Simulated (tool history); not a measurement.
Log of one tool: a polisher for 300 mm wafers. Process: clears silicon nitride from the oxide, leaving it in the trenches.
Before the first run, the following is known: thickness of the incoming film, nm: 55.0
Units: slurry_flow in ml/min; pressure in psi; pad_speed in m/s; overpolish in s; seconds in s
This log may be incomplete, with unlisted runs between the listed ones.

run	day	slurry_flow	pressure	pad_speed	overpolish	seconds
1	0	130	2.2	1.08	11	90.478
2	0.325	130	2.2	1.08	11	89.649
3	0.675	135	2.5	1.1	11	77.618
4	1.004	135	2.5	0.98	11	84.892
5	1.158	140	2.8	1	11	73.007
6	1.421	140	2.8	1.18	11	64.923
7	1.575	140	2.9	1.18	11	62.297

What does the tool deliver on the next run?
8	1.938	145	3	1.18	11	?

seconds: 58.041 s

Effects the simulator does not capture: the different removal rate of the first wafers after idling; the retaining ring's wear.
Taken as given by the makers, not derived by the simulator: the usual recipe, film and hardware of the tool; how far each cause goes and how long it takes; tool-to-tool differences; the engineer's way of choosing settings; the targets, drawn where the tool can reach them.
